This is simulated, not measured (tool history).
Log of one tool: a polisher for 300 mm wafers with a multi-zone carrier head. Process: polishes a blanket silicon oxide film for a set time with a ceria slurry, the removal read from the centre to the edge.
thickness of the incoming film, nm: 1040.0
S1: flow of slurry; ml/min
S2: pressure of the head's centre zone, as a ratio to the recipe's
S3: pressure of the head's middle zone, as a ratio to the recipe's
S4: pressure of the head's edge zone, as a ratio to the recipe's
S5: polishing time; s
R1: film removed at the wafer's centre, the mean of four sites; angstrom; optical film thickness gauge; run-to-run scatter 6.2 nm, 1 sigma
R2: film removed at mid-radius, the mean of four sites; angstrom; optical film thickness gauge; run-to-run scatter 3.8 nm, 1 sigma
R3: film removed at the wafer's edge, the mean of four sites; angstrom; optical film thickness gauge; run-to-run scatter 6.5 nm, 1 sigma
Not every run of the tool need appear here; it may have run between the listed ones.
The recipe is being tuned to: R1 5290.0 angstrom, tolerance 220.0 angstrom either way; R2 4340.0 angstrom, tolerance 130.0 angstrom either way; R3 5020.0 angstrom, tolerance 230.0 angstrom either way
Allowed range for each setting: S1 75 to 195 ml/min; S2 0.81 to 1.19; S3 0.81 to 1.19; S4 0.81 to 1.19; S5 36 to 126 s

run	hour	S1	S2	S3	S4	S5	R1	R2	R3
1	0.0	125	1.00	1.00	1.00	81	3626.9	3766.6	3603.0
2	8.7	130	1.01	0.99	1.02	83	3806.2	3851.4	3742.5
3	16.9	135	1.02	0.98	1.04	85	3934.8	3938.8	3924.9
4	25.3	135	0.97	0.98	1.04	85	3865.9	4018.4	3915.1
5	32.7	135	0.97	0.98	1.04	65	2974.9	3028.1	2905.0
6	36.3	135	0.97	0.98	1.04	85	3733.4	3998.3	3948.8
7	37.1	135	0.97	0.98	1.04	85	3837.8	3985.9	3902.5
8	37.8	140	0.99	0.97	1.05	86	3970.3	4048.0	3934.0
9	43.8	135	1.01	0.96	1.06	88	4109.1	4070.7	4099.9
# hour 52.0: worn pad replaced by a new one
10	52.0	135	1.02	0.95	1.07	89	4540.4	4379.4	4469.4
11	53.0	130	1.03	0.94	1.07	89	4456.1	4268.5	4484.6
12	53.7	130	1.04	0.93	1.07	89	4565.6	4243.2	4449.4

Exactly one of the 5 candidate moves below puts every result within its allowed miss. Which one?
A	54.4	90	1.03	0.81	1.14	109	?	?	?
B	54.4	110	1.01	0.91	1.12	92	?	?	?
C	54.4	105	0.88	0.90	1.16	92	?	?	?
D	54.4	155	1.19	0.90	1.00	90	?	?	?
E	54.4	115	1.16	0.87	1.15	98	?	?	?

move	R1	R2	R3
A	4822.9	4211.6	5236.4
B	4322.2	4163.1	4570.3
C	3796.5	4071.8	4610.5
D	5332.0	4377.9	4478.0
E	5248.7	4328.5	4980.2
A: better than the last run, though not everything is in spec
B: moves away from the targets compared with the last run
C: moves away from the targets compared with the last run
D: the furthest-off result lands on target, but another misses its tolerance
E: all results in spec
Move E is the one to make.
